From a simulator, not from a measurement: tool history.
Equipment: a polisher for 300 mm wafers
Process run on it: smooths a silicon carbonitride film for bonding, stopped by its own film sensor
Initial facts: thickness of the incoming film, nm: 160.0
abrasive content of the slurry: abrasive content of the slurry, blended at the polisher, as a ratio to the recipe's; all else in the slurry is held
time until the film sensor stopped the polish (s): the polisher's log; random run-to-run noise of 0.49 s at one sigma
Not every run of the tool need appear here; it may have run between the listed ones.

run,hour,flow of slurry (ml/min),pressure of the wafer on the pad (psi),speed of the pad under the wafer (m/s),abrasive content of the slurry,target thickness at which the film sensor stops the polish (Å),time until the film sensor stopped the polish (s)
1,0,245,2,1.06,1,1490,37.392
2,4.8,245,2,1.06,0.9,1490,40.368
3,5.8,245,2.2,1.08,0.9,1490,36.073
4,8.1,225,2.2,1.08,0.9,1490,36.565
5,13,225,2.2,0.9,0.9,1490,40.579
6,17.9,225,2.4,0.92,0.9,1490,36.216

Run 7 has not been measured yet. What should we expect?
7,20.5,225,2.5,0.94,0.9,1490,?

time until the film sensor stopped the polish (s): 35.232
